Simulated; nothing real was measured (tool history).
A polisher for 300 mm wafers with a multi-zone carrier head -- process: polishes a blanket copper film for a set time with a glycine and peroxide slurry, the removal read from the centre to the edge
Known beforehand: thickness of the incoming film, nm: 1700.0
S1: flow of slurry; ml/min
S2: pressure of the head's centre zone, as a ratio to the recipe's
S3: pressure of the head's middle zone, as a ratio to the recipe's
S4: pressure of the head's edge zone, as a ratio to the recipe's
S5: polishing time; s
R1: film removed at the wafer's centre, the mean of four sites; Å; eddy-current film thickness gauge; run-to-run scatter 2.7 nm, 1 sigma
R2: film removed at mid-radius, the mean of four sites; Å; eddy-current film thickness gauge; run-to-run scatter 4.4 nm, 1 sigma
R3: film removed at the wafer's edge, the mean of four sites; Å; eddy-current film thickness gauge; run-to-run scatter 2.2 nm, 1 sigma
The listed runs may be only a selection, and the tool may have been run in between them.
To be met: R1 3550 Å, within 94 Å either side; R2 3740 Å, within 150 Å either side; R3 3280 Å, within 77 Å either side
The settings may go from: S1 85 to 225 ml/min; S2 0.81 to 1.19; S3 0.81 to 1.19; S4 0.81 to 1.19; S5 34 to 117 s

| run | hour | S1 | S2 | S3 | S4 | S5 | R1 | R2 | R3 |
|---|---|---|---|---|---|---|---|---|---|
| 1 | 0 | 145 | 1 | 1 | 1 | 75 | 3935 | 3845.1 | 3840.4 |
| 2 | 2.9 | 110 | 1 | 1 | 1 | 75 | 3660.3 | 3705.3 | 3704.5 |
| 3 | 3.9 | 95 | 1 | 1 | 1 | 75 | 3644.9 | 3639.3 | 3621.3 |
| 4 | 10.8 | 95 | 0.94 | 1 | 1 | 75 | 3346.5 | 3595 | 3664.3 |
| 5 | 17.3 | 95 | 0.94 | 1 | 1.08 | 75 | 3377.5 | 3637.9 | 3753.2 |
| 6 | 22.5 | 95 | 0.96 | 1.02 | 1.06 | 74 | 3452.6 | 3619.3 | 3662.1 |
| 7 | 24.2 | 95 | 0.97 | 1.04 | 1.04 | 74 | 3420.6 | 3595.7 | 3623.9 |
| 8 | 29.7 | 95 | 0.98 | 1.06 | 1.01 | 74 | 3476 | 3756.6 | 3572.3 |
| 9 | 30.2 | 95 | 0.99 | 1.06 | 1 | 74 | 3445.5 | 3728.4 | 3581.5 |
| 10 | 38.5 | 95 | 1 | 1.07 | 0.98 | 74 | 3531.9 | 3787.5 | 3599.9 |
| 11 | 39.3 | 95 | 1.01 | 1.08 | 0.97 | 73 | 3570.8 | 3729 | 3516.2 |
| 12 | 47.6 | 95 | 1.01 | 1.09 | 0.96 | 73 | 3525.3 | 3717 | 3508.5 |
| 13 | 55.3 | 95 | 1.02 | 1.1 | 0.95 | 73 | 3558.5 | 3814.6 | 3478.8 |
| 14 | 61.5 | 95 | 1.02 | 1.1 | 0.94 | 73 | 3599.2 | 3837 | 3471.6 |
| 15 | 63.9 | 95 | 1.02 | 1.1 | 0.93 | 73 | 3583 | 3892.7 | 3432.8 |
| 16 | 70 | 85 | 1.04 | 1.06 | 0.87 | 72 | 3520.2 | 3630.2 | 3270.6 |

Pick the move, out of 5, that brings all results within their allowed miss; only one does.
| A | 76.1 | 95 | 1.02 | 1.08 | 0.83 | 73 | ? | ? | ? |
| B | 76.1 | 85 | 1.05 | 1.02 | 0.86 | 73 | ? | ? | ? |
| C | 76.1 | 110 | 1.05 | 1.01 | 0.95 | 68 | ? | ? | ? |
| D | 76.1 | 85 | 0.97 | 1.15 | 0.82 | 74 | ? | ? | ? |
| E | 76.1 | 95 | 0.99 | 1 | 0.88 | 72 | ? | ? | ? |

| move | R1 | R2 | R3 |
|---|---|---|---|
| A | 3545.5 | 3815.6 | 3287.1 |
| B | 3561.7 | 3558.1 | 3287.8 |
| C | 3503.4 | 3446.6 | 3292.3 |
| D | 3336.4 | 3998 | 3266.8 |
| E | 3391.4 | 3525.6 | 3320 |
A: hits every target within its allowed miss
B: lands further from the targets than the last run did
C: lands further from the targets than the last run did
D: the result that was furthest off in the last run now lies on the other side of its target
E: lands further from the targets than the last run did
Move A is the one to make.
